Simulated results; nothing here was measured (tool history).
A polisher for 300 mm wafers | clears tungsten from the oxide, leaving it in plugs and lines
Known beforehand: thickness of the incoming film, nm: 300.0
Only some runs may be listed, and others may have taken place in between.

| run | day | flow of slurry (ml/min) | pressure of the wafer on the pad (kPa) | speed of the pad under the wafer (m/s) | abrasive content of the slurry | overpolish time after the end point (s) | time until the end point was called (s) |
|---|---|---|---|---|---|---|---|
| 1 | 0 | 135 | 22.1 | 1.02 | 1 | 13 | 71.487 |
| 2 | 0.238 | 120 | 22.1 | 1.02 | 1 | 13 | 71.516 |
| 3 | 0.517 | 120 | 22.1 | 1.22 | 1 | 13 | 62.814 |
| 4 | 0.758 | 120 | 19.3 | 1.18 | 1 | 13 | 71.457 |
| 5 | 1.088 | 120 | 17.2 | 1.14 | 1 | 13 | 82.578 |
| 6 | 1.208 | 120 | 15.9 | 1.12 | 1 | 13 | 90.341 |
| 7 | 1.429 | 120 | 14.5 | 1.12 | 1 | 13 | 99.332 |
|  | 1.646 | slurry blender recalibrated |
| 8 | 1.646 | 120 | 13.8 | 1.12 | 1 | 13 | 97.074 |
| 9 | 1.867 | 120 | 13.1 | 1.12 | 1 | 13 | 103.01 |

Estimate the outcome of run 10 from the log above:
| 10 | 2.171 | 120 | 12.4 | 1.12 | 1 | 13 | ? |

time until the end point was called (s): 104.28
